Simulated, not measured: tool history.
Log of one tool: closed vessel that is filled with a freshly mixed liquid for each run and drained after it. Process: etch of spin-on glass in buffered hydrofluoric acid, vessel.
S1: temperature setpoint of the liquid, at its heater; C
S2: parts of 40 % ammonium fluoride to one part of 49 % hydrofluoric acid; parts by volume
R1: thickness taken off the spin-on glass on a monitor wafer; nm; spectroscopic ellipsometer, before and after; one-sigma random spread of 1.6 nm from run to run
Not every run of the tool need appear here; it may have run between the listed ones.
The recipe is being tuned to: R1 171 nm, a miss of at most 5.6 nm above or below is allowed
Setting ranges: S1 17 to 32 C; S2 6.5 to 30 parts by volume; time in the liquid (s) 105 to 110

{"run": 1, "hour": 0.0, "S1": 24, "S2": 19.5, "time in the liquid (s)": 105, "R1": 189.98}
{"run": 2, "hour": 0.9, "S1": 23.5, "S2": 19.5, "time in the liquid (s)": 105, "R1": 188.08}
{"run": 3, "hour": 5.5, "S1": 23.5, "S2": 15, "time in the liquid (s)": 105, "R1": 247.5}
{"run": 4, "hour": 14.1, "S1": 23.5, "S2": 10.5, "time in the liquid (s)": 105, "R1": 348.62}
{"run": 5, "hour": 19.8, "S1": 25.5, "S2": 10.5, "time in the liquid (s)": 105, "R1": 388.6}
{"run": 6, "hour": 27.1, "S1": 23, "S2": 10.5, "time in the liquid (s)": 105, "R1": 338.19}
{"run": 7, "hour": 32.7, "S1": 21.5, "S2": 12, "time in the liquid (s)": 105, "R1": 278.98}
{"run": 8, "hour": 33.8, "S1": 20.5, "S2": 13, "time in the liquid (s)": 105, "R1": 237.87}
{"run": 9, "hour": 41.6, "S1": 19.5, "S2": 13.5, "time in the liquid (s)": 105, "R1": 217.21}

4 next moves are on the table. One of them brings every result within its allowed miss. Which?
{"run": "A", "hour": 49.4, "S1": 19, "S2": 16.5, "time in the liquid (s)": 105, "R1": "?"}
{"run": "B", "hour": 49.4, "S1": 17.5, "S2": 14, "time in the liquid (s)": 105, "R1": "?"}
{"run": "C", "hour": 49.4, "S1": 20.5, "S2": 16.5, "time in the liquid (s)": 105, "R1": "?"}
{"run": "D", "hour": 49.4, "S1": 20, "S2": 12, "time in the liquid (s)": 105, "R1": "?"}

move=A R1=175.06
move=B R1=189.01
move=C R1=190.46
move=D R1=253.2
A: in spec on every target
B: gains on the last run, yet a result remains outside its allowed miss
C: gains on the last run, yet a result remains outside its allowed miss
D: misses by more than the last run did
Correct choice: A, which meets every target
